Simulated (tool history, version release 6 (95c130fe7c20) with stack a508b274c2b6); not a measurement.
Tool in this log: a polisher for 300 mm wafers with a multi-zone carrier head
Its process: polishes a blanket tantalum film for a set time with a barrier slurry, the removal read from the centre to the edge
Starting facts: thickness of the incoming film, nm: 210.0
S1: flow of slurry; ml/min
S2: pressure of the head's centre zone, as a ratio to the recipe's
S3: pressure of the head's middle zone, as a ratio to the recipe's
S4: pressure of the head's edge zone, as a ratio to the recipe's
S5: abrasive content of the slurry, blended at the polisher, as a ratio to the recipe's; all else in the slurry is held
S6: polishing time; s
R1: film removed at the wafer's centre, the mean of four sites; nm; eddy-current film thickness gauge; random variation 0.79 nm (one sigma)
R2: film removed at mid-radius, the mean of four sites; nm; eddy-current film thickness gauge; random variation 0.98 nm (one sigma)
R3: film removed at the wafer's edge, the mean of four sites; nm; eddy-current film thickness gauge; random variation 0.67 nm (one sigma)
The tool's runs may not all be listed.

run 1 day=0.000 | S1=180 S2=1.00 S3=1.00 S4=1.00 S5=1.00 S6=43 | R1=69.239 R2=70.298 R3=68.251
run 2 day=0.371 | S1=180 S2=0.92 S3=1.00 S4=1.00 S5=1.00 S6=43 | R1=64.966 R2=68.879 R3=67.503
run 3 day=0.646 | S1=190 S2=0.94 S3=1.01 S4=1.02 S5=1.05 S6=43 | R1=68.589 R2=73.707 R3=70.109
run 4 day=0.692 | S1=200 S2=0.95 S3=1.00 S4=1.04 S5=1.05 S6=43 | R1=68.210 R2=70.851 R3=71.322
run 5 day=1.042 | S1=205 S2=0.97 S3=1.01 S4=1.05 S5=1.10 S6=43 | R1=70.522 R2=74.175 R3=72.469
run 6 day=1.192 | S1=210 S2=0.99 S3=1.01 S4=1.06 S5=1.15 S6=43 | R1=72.125 R2=75.252 R3=73.373

Run 7, settings as shown, results not yet in. Your forecast:
run 7 day=1.275 | S1=215 S2=1.00 S3=1.01 S4=1.07 S5=1.20 S6=43 | R1=? R2=? R3=?

Run 7 produced R1 74.966 nm, R2 75.287 nm, R3 75.059 nm.
